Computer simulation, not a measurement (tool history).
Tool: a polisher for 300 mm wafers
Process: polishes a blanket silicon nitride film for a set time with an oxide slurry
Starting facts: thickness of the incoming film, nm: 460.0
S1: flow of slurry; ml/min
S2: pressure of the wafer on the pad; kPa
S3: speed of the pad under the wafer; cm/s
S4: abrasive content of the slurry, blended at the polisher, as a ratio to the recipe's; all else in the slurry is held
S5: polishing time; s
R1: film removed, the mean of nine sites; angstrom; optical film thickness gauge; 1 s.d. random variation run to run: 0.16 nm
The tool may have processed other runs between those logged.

run 1 hour=0.0 | S1=125 S2=20.7 S3=98 S4=1.0 S5=48 | R1=226.70
run 2 hour=7.8 | S1=125 S2=20.7 S3=98 S4=1.0 S5=51 | R1=239.20
run 3 hour=16.3 | S1=120 S2=20.0 S3=98 S4=1.0 S5=51 | R1=233.33
run 4 hour=24.4 | S1=115 S2=19.3 S3=98 S4=1.0 S5=51 | R1=218.59
run 5 hour=26.7 | S1=135 S2=19.3 S3=98 S4=1.0 S5=51 | R1=228.27
run 6 hour=28.1 | S1=135 S2=19.3 S3=98 S4=1.0 S5=48 | R1=215.52
run 7 hour=29.9 | S1=130 S2=19.3 S3=98 S4=1.0 S5=48 | R1=213.63
run 8 hour=31.8 | S1=125 S2=19.3 S3=98 S4=1.0 S5=48 | R1=208.61
run 9 hour=34.2 | S1=120 S2=19.3 S3=98 S4=1.0 S5=48 | R1=210.77

What will run 10 give?
run 10 hour=37.2 | S1=120 S2=19.3 S3=98 S4=1.0 S5=48 | R1=?

Run 10 produced R1 208.92 angstrom.
